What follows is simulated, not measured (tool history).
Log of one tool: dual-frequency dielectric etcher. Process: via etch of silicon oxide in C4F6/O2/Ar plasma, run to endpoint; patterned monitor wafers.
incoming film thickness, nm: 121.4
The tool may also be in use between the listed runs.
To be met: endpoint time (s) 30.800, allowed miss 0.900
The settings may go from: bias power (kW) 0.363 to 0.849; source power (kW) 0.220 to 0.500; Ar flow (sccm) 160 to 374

run	day	bias power (kW)	source power (kW)	Ar flow (sccm)	endpoint time (s)
1	0.000	0.606	0.360	267	25.194
2	0.029	0.606	0.360	242	25.579
3	0.192	0.502	0.360	242	26.995
4	0.567	0.502	0.400	242	25.713
5	0.871	0.502	0.450	242	24.525
6	0.950	0.468	0.420	245	25.951
7	1.033	0.443	0.400	248	26.857
8	1.246	0.424	0.380	250	28.278
9	1.454	0.410	0.370	251	28.976
10	1.800	0.400	0.360	252	29.567

5 next moves are on the table. One of them brings every result within its allowed miss. Which?
A	2.146	0.384	0.340	258	?
B	2.146	0.382	0.380	236	?
C	2.146	0.419	0.410	286	?
D	2.146	0.436	0.370	236	?
E	2.146	0.465	0.380	235	?

move	endpoint time (s)
A	30.904
B	29.002
C	27.459
D	28.062
E	27.043
A: meets every target
B: further off than the last run
C: further off than the last run
D: further off than the last run
E: further off than the last run
Answer: A
